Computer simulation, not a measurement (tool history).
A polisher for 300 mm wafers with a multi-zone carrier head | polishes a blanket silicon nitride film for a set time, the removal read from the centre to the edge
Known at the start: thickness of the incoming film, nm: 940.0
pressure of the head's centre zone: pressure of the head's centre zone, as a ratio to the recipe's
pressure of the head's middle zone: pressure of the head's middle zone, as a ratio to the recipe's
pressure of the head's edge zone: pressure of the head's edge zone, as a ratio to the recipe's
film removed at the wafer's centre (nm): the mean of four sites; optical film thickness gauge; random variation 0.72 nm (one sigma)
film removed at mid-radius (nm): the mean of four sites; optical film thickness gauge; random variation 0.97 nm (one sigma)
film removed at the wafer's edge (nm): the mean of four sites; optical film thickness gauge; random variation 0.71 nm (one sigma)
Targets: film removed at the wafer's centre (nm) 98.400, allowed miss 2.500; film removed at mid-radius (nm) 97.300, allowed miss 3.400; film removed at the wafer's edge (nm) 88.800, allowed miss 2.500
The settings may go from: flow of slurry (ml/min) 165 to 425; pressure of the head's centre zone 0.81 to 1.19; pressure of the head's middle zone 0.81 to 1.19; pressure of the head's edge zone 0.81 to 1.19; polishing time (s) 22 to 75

run,hour,flow of slurry (ml/min),pressure of the head's centre zone,pressure of the head's middle zone,pressure of the head's edge zone,polishing time (s),film removed at the wafer's centre (nm),film removed at mid-radius (nm),film removed at the wafer's edge (nm)
1,0.0,275,1.00,1.00,1.00,48,70.320,71.721,68.627
2,6.1,275,1.00,1.00,1.00,38,55.459,57.014,55.301
3,11.7,275,1.00,1.00,1.08,38,55.422,58.269,56.365
4,16.0,280,1.02,1.01,1.09,42,62.756,64.068,62.893
5,17.3,290,1.05,1.04,1.11,44,68.028,68.589,67.562
6,20.0,290,1.05,1.04,1.11,50,78.065,77.155,76.609
7,28.1,300,1.07,1.07,1.10,51,80.695,82.098,76.877
8,36.9,305,1.09,1.08,1.11,52,83.446,83.066,79.632
9,45.3,310,1.11,1.10,1.12,53,87.222,85.555,80.484
10,46.5,315,1.12,1.11,1.13,54,89.205,87.893,83.110
11,53.1,320,1.13,1.12,1.14,55,92.764,92.006,85.619
12,59.4,325,1.14,1.13,1.15,55,93.261,92.092,85.000
13,61.8,330,1.14,1.14,1.16,55,94.174,91.625,87.594
14,70.4,335,1.14,1.15,1.16,55,94.037,94.441,85.826

Which of these 5 next moves meets every target?
A,79.0,330,1.10,1.09,1.19,60,?,?,?
B,79.0,300,1.13,1.11,1.19,59,?,?,?
C,79.0,350,1.13,1.14,1.10,62,?,?,?
D,79.0,290,1.18,1.17,1.18,56,?,?,?
E,79.0,420,1.14,1.19,1.06,57,?,?,?

move,film removed at the wafer's centre (nm),film removed at mid-radius (nm),film removed at the wafer's edge (nm)
A,99.174,97.867,94.793
B,99.224,96.853,92.545
C,105.930,105.640,94.372
D,98.045,95.837,87.153
E,99.824,102.220,86.046
A: brings the result that was furthest off to its target, and leaves another outside
B: brings the result that was furthest off to its target, and leaves another outside
C: takes the result that was furthest off past its target
D: meets every target
E: brings the result that was furthest off to its target, and leaves another outside
Move D is the one to make.
